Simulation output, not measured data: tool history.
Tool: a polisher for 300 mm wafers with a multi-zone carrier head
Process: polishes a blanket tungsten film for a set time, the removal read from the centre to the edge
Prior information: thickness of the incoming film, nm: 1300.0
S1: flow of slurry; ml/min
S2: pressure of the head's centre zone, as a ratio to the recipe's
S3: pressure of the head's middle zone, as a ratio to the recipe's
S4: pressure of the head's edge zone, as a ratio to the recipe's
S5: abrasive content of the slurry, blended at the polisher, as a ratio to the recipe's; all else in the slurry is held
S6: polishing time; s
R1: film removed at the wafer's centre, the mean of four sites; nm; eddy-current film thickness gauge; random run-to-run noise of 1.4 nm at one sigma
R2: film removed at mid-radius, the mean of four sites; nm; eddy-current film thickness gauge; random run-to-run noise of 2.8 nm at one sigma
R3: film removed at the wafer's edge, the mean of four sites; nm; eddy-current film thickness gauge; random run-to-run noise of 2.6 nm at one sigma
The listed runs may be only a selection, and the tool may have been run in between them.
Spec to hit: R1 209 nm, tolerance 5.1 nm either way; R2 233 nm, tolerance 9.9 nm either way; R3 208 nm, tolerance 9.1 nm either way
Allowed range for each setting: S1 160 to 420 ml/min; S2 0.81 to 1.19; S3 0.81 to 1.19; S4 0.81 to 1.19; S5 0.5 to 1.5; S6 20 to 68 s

run,hour,S1,S2,S3,S4,S5,S6,R1,R2,R3
1,0,270,1,1,1,1,44,247.94,249.01,265.49
2,7.6,270,1,0.96,1,1,44,249.88,240.6,257.15
3,14.9,280,0.99,0.97,0.97,0.95,44,242.4,247.26,253.23
4,17.6,280,0.99,0.97,0.97,1.05,44,253.86,253.96,263.1
5,18.6,285,0.98,0.96,0.95,1,44,245,245.47,255.74
6,20.4,290,0.98,0.97,0.93,0.95,44,244.7,250.17,243.97
7,24.8,285,0.97,0.96,0.92,0.95,44,240.36,248.3,248.56
8,33.7,290,0.97,0.96,0.91,0.9,44,236.6,236.5,241.83
9,34.8,300,0.97,0.98,0.9,0.85,44,234.09,244.78,239.47
10,42.2,300,0.97,0.99,0.89,0.8,44,232.09,237.85,239.84
11,47,315,0.96,0.99,0.88,0.8,43,226.42,238.9,226.66
12,50.6,320,0.95,0.99,0.87,0.8,43,223.25,238.57,227.4
13,58.1,325,0.95,0.99,0.86,0.8,43,222.64,234.77,228.77
# hour 60: worn pad replaced by a new one
14,60,325,0.95,1,0.85,0.75,43,234.47,253.11,236.87
15,68.8,340,0.94,1,0.84,0.7,42,223.96,244.31,227.53
16,76.8,320,0.95,1.03,0.81,0.5,41,200.56,219.15,201.58
17,84.4,325,0.95,1.03,0.81,0.5,41,200.72,221.84,200.65
18,86.2,330,0.95,1.03,0.81,0.5,41,200.77,227.02,197.46
19,93.8,335,0.95,1.03,0.81,0.5,41,201.51,225.89,202.03
20,101.5,340,0.95,1.03,0.81,0.5,41,201.6,222.61,198.35

Exercise: of the 5 proposed moves below, exactly one satisfies all targets within the stated allowed misses. Which move is it?
A,109.2,330,0.93,1.02,0.81,0.6,41,?,?,?
B,109.2,230,0.93,0.94,0.87,0.6,46,?,?,?
C,109.2,330,1,1.03,0.81,0.5,43,?,?,?
D,109.2,315,0.9,0.92,0.86,0.65,44,?,?,?
E,109.2,345,0.9,0.98,0.86,0.5,45,?,?,?

move,R1,R2,R3
A,208.18,228.42,210.31
B,225.79,232.18,238.3
C,223.98,230.22,210.26
D,219.67,228.72,236.3
E,211.47,231.87,226.67
A: all results in spec
B: moves the result that the last run missed by most past its target, out the other side
C: moves the result that the last run missed by most past its target, out the other side
D: moves the result that the last run missed by most past its target, out the other side
E: corrects the largest miss of the last run, while another result sits out of spec
Go with A: it meets all targets.
